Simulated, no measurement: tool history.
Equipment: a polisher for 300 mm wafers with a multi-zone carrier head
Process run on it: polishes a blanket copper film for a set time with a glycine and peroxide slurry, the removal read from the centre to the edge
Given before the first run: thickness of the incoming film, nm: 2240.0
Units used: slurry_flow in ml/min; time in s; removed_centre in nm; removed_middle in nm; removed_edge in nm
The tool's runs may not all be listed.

Run 1, day 0: slurry_flow 185 ml/min, centre_zone 1, middle_zone 1, edge_zone 1, time 50 s. Result: removed_centre 315.26 nm, removed_middle 308.95 nm, removed_edge 310.93 nm.
Run 2, day 0.104: slurry_flow 185 ml/min, centre_zone 1.06, middle_zone 1, edge_zone 1, time 50 s. Result: removed_centre 325.1 nm, removed_middle 310.83 nm, removed_edge 309.64 nm.
Run 3, day 0.329: slurry_flow 185 ml/min, centre_zone 1.12, middle_zone 1, edge_zone 1, time 50 s. Result: removed_centre 345.95 nm, removed_middle 311.19 nm, removed_edge 314.75 nm.
Run 4, day 0.538: slurry_flow 195 ml/min, centre_zone 1.09, middle_zone 1.02, edge_zone 1.05, time 54 s. Result: removed_centre 356.89 nm, removed_middle 345.16 nm, removed_edge 341.43 nm.
Run 5, day 0.771: slurry_flow 195 ml/min, centre_zone 1.09, middle_zone 1.02, edge_zone 1.05, time 45 s. Result: removed_centre 306.81 nm, removed_middle 282.48 nm, removed_edge 286.65 nm.
Run 6, day 1.067: slurry_flow 195 ml/min, centre_zone 1.08, middle_zone 1.02, edge_zone 1.08, time 51 s. Result: removed_centre 347.88 nm, removed_middle 324.35 nm, removed_edge 332.22 nm.
Run 7, day 1.429: slurry_flow 195 ml/min, centre_zone 1.06, middle_zone 1.03, edge_zone 1.11, time 55 s. Result: removed_centre 365.5 nm, removed_middle 349 nm, removed_edge 360.36 nm.
Run 8, day 1.483: slurry_flow 200 ml/min, centre_zone 1.04, middle_zone 1.04, edge_zone 1.13, time 58 s. Result: removed_centre 382.43 nm, removed_middle 372.6 nm, removed_edge 384.64 nm.
Run 9, day 1.85: slurry_flow 205 ml/min, centre_zone 1.02, middle_zone 1.05, edge_zone 1.14, time 60 s. Result: removed_centre 388.14 nm, removed_middle 394.06 nm, removed_edge 402.13 nm.
Run 10, day 1.896: slurry_flow 215 ml/min, centre_zone 1.02, middle_zone 1.06, edge_zone 1.15, time 62 s. Result: removed_centre 401.76 nm, removed_middle 412.93 nm, removed_edge 423.72 nm.
Run 11, day 2.083: slurry_flow 225 ml/min, centre_zone 1.03, middle_zone 1.07, edge_zone 1.16, time 63 s. Result: removed_centre 415.73 nm, removed_middle 427.59 nm, removed_edge 431.94 nm.

Run 12, settings as shown, results not yet in. Your forecast:
Run 12, day 2.129: slurry_flow 230 ml/min, centre_zone 1.03, middle_zone 1.07, edge_zone 1.17, time 64 s. Result: removed_centre ?, removed_middle ?, removed_edge ?.

Run 12 gave removed_centre 435.45 nm, removed_middle 431.19 nm, removed_edge 437.14 nm.

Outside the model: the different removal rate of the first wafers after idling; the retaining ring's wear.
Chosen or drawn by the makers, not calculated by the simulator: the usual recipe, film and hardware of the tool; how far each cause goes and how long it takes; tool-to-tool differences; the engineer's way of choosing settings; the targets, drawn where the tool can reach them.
